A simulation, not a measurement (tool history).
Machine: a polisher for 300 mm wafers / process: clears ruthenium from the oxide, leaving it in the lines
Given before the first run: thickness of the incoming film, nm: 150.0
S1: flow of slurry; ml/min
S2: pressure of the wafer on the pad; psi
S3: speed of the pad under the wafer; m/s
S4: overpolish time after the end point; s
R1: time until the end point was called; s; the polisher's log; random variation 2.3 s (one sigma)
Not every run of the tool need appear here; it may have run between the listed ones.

run 1 hour=0.0 | S1=250 S2=2.6 S3=0.92 S4=34 | R1=141.77
run 2 hour=1.3 | S1=250 S2=3.0 S3=0.92 S4=34 | R1=124.83
run 3 hour=3.4 | S1=250 S2=3.0 S3=0.92 S4=36 | R1=125.35
run 4 hour=6.2 | S1=250 S2=2.9 S3=0.92 S4=36 | R1=128.85
run 5 hour=7.3 | S1=250 S2=2.5 S3=0.92 S4=36 | R1=144.98
run 6 hour=16.1 | S1=250 S2=2.5 S3=0.92 S4=34 | R1=148.84

For run 7, what comes out?
run 7 hour=23.5 | S1=250 S2=2.4 S3=0.92 S4=34 | R1=?

R1: 156.00 s
